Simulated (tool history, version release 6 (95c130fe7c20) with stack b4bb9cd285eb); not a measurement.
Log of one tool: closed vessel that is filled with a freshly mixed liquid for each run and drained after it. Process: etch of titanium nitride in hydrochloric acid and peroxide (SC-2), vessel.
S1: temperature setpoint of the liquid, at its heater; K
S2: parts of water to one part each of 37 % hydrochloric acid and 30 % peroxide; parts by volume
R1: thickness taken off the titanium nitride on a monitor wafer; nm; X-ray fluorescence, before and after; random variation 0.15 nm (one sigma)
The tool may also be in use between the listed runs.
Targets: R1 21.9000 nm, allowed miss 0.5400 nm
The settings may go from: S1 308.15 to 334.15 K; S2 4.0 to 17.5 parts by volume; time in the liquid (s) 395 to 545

run 1 day=0.000 | S1=318.15 S2=9.5 time_in_the_liquid_(s)=545 | R1=15.5090
run 2 day=0.329 | S1=318.15 S2=9.5 time_in_the_liquid_(s)=545 | R1=15.6370
run 3 day=0.508 | S1=318.15 S2=11.5 time_in_the_liquid_(s)=545 | R1=13.3770
run 4 day=0.588 | S1=321.65 S2=11.5 time_in_the_liquid_(s)=545 | R1=16.9880
run 5 day=0.962 | S1=315.65 S2=11.5 time_in_the_liquid_(s)=545 | R1=11.1520
run 6 day=1.242 | S1=309.65 S2=11.5 time_in_the_liquid_(s)=545 | R1=7.3697
run 7 day=1.575 | S1=313.15 S2=11.5 time_in_the_liquid_(s)=545 | R1=9.3455
run 8 day=1.629 | S1=315.65 S2=11.5 time_in_the_liquid_(s)=545 | R1=11.3410
run 9 day=1.788 | S1=323.65 S2=11.5 time_in_the_liquid_(s)=545 | R1=19.4800

5 next moves are on the table. One of them brings every result within its allowed miss. Which?
run A day=1.946 | S1=324.65 S2=10.0 time_in_the_liquid_(s)=515 | R1=?
run B day=1.946 | S1=324.15 S2=11.0 time_in_the_liquid_(s)=545 | R1=?
run C day=1.946 | S1=321.65 S2=9.0 time_in_the_liquid_(s)=545 | R1=?
run D day=1.946 | S1=326.15 S2=15.5 time_in_the_liquid_(s)=505 | R1=?
run E day=1.946 | S1=324.15 S2=9.5 time_in_the_liquid_(s)=535 | R1=?

move=A R1=22.0000
move=B R1=20.7920
move=C R1=20.7940
move=D R1=16.3270
move=E R1=23.0720
A: meets every target
B: nearer than the last run, and not there yet
C: nearer than the last run, and not there yet
D: further off than the last run
E: takes the result that was furthest off past its target
Answer: A
